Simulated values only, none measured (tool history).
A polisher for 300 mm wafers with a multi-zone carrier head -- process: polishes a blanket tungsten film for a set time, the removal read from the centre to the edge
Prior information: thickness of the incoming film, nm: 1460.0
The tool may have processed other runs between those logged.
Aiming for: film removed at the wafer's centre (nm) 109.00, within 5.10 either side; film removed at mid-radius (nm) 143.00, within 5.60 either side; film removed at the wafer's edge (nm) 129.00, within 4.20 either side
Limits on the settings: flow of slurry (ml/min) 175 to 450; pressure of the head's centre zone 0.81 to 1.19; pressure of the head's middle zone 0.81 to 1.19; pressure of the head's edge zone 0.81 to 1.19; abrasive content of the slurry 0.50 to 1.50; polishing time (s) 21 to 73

run  hour  flow of slurry (ml/min)  pressure of the head's centre zone  pressure of the head's middle zone  pressure of the head's edge zone  abrasive content of the slurry  polishing time (s)  film removed at the wafer's centre (nm)  film removed at mid-radius (nm)  film removed at the wafer's edge (nm)
  1   0.0                      290                                1.00                                1.00                              1.00                            1.00                  47                                   224.30                           211.90                                 212.76
  2   6.5                      290                                1.00                                1.00                              1.00                            1.15                  47                                   230.90                           216.61                                 214.69
  3  11.3                      290                                1.00                                1.00                              1.00                            1.15                  58                                   285.14                           275.28                                 267.14
  4  19.5                      290                                1.00                                1.07                              1.00                            1.15                  58                                   291.44                           286.36                                 268.18
  5  23.2                      275                                0.98                                1.08                              1.00                            1.10                  54                                   255.51                           272.90                                 244.39
  6  24.8                      275                                0.98                                1.08                              1.00                            1.25                  54                                   255.92                           274.03                                 251.42
  7  33.8                      270                                0.96                                1.07                              0.99                            1.20                  51                                   236.15                           253.66                                 234.78
     35.8  -- centre zone pressure recalibrated
  8  35.8                      265                                0.94                                1.07                              0.98                            1.15                  48                                   206.30                           242.21                                 218.29
  9  40.7                      265                                0.96                                0.97                              0.91                            0.90                  35                                   150.57                           152.62                                 147.44
 10  48.3                      260                                0.94                                0.97                              0.90                            0.90                  35                                   145.24                           152.98                                 146.31
 11  49.9                      255                                0.93                                0.97                              0.89                            0.90                  35                                   142.61                           154.29                                 144.85
 12  55.7                      210                                0.83                                1.02                              0.91                            0.65                  33                                   116.90                           141.25                                 129.96
 13  57.0                      205                                0.83                                1.03                              0.92                            0.65                  33                                   116.35                           142.47                                 127.60
 14  59.0                      205                                0.83                                1.04                              0.94                            0.65                  33                                   114.64                           142.70                                 131.72

Which one of the following 5 next-run settings gets every result inside its allowed miss? There is exactly one.
  A  61.0                      175                                0.86                                1.01                              0.92                            0.65                  31                                        ?                                ?                                      ?
  B  61.0                      230                                0.94                                1.03                              0.88                            0.55                  33                                        ?                                ?                                      ?
  C  61.0                      175                                0.81                                1.07                              0.93                            0.75                  32                                        ?                                ?                                      ?
  D  61.0                      195                                0.81                                1.08                              0.83                            0.70                  32                                        ?                                ?                                      ?
  E  61.0                      190                                0.87                                1.02                              0.85                            0.65                  34                                        ?                                ?                                      ?

move  film removed at the wafer's centre (nm)  film removed at mid-radius (nm)  film removed at the wafer's edge (nm)
   A                                   111.20                           129.59                                 120.30
   B                                   129.47                           141.59                                 125.69
   C                                   111.30                           143.30                                 127.17
   D                                   111.83                           144.93                                 120.76
   E                                   124.54                           144.75                                 128.19
A: brings the result that was furthest off to its target, and leaves another outside
B: misses by more than the last run did
C: hits every target within its allowed miss
D: brings the result that was furthest off to its target, and leaves another outside
E: misses by more than the last run did
So the answer is move C, the one that meets all the targets.
